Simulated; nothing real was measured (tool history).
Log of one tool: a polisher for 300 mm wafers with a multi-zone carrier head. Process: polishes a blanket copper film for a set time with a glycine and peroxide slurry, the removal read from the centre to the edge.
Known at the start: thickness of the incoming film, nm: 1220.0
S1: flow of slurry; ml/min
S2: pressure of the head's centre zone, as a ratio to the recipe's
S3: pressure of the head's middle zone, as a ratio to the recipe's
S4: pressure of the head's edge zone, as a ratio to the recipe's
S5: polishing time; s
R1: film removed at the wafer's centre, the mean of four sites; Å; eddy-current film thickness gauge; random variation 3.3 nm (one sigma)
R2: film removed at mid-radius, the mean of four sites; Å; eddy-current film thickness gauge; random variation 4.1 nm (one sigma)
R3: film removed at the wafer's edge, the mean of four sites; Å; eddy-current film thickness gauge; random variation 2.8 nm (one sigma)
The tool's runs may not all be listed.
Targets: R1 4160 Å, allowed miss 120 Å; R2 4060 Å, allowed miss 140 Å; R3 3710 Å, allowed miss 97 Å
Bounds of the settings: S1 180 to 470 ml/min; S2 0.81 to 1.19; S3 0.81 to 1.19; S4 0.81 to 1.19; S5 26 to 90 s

{"run": 1, "hour": 0.0, "S1": 300, "S2": 1, "S3": 1, "S4": 1, "S5": 58, "R1": 4830.7, "R2": 4785.8, "R3": 4832.2}
{"run": 2, "hour": 8.0, "S1": 300, "S2": 1.01, "S3": 1, "S4": 0.96, "S5": 55, "R1": 4634.6, "R2": 4564.6, "R3": 4427.5}
{"run": 3, "hour": 14.5, "S1": 295, "S2": 1, "S3": 0.99, "S4": 0.92, "S5": 54, "R1": 4452, "R2": 4491.4, "R3": 4250.1}
{"run": 4, "hour": 19.3, "S1": 290, "S2": 1, "S3": 0.97, "S4": 0.89, "S5": 53, "R1": 4448.7, "R2": 4263.9, "R3": 4152.7}
{"run": 5, "hour": 27.6, "S1": 290, "S2": 1, "S3": 0.97, "S4": 0.96, "S5": 53, "R1": 4340.7, "R2": 4358.2, "R3": 4296}
{"run": 6, "hour": 36.2, "S1": 290, "S2": 1, "S3": 0.94, "S4": 0.96, "S5": 53, "R1": 4367.4, "R2": 4189.4, "R3": 4294.3}
{"run": 7, "hour": 43.2, "S1": 285, "S2": 1, "S3": 0.95, "S4": 0.92, "S5": 52, "R1": 4242.6, "R2": 4040.5, "R3": 4108.3}
{"run": 8, "hour": 51.9, "S1": 280, "S2": 1, "S3": 0.96, "S4": 0.89, "S5": 51, "R1": 4186.1, "R2": 4120.4, "R3": 3990.6}
{"run": 9, "hour": 58.2, "S1": 280, "S2": 1.01, "S3": 0.96, "S4": 0.87, "S5": 50, "R1": 4175.1, "R2": 3963.7, "R3": 3893.1}
{"run": 10, "hour": 60.5, "S1": 285, "S2": 1.01, "S3": 0.97, "S4": 0.86, "S5": 50, "R1": 4234.5, "R2": 4036, "R3": 3895}
{"run": 11, "hour": 64.0, "S1": 280, "S2": 1.01, "S3": 0.98, "S4": 0.85, "S5": 50, "R1": 4224.7, "R2": 4104.5, "R3": 3779.6}
{"run": 12, "hour": 69.6, "S1": 275, "S2": 1.01, "S3": 0.98, "S4": 0.85, "S5": 50, "R1": 4155.8, "R2": 4108, "R3": 3811.5}

Which of these 5 next moves meets every target?
{"run": "A", "hour": 75.2, "S1": 190, "S2": 1.07, "S3": 1.05, "S4": 0.9, "S5": 48, "R1": "?", "R2": "?", "R3": "?"}
{"run": "B", "hour": 75.2, "S1": 305, "S2": 1, "S3": 0.96, "S4": 0.91, "S5": 51, "R1": "?", "R2": "?", "R3": "?"}
{"run": "C", "hour": 75.2, "S1": 220, "S2": 1, "S3": 0.99, "S4": 0.9, "S5": 52, "R1": "?", "R2": "?", "R3": "?"}
{"run": "D", "hour": 75.2, "S1": 255, "S2": 0.97, "S3": 0.93, "S4": 0.9, "S5": 51, "R1": "?", "R2": "?", "R3": "?"}
{"run": "E", "hour": 75.2, "S1": 250, "S2": 0.99, "S3": 0.91, "S4": 0.86, "S5": 53, "R1": "?", "R2": "?", "R3": "?"}

move=A R1=4084 R2=4022.9 R3=3680.1
move=B R1=4199 R2=4117.3 R3=4030.4
move=C R1=4179.1 R2=4206.3 R3=4020.8
move=D R1=4018.3 R2=3971.3 R3=3976.7
move=E R1=4255.8 R2=4053.1 R3=4049.5
A: meets every target
B: further off than the last run
C: further off than the last run
D: further off than the last run
E: further off than the last run
Move A is the one to make.
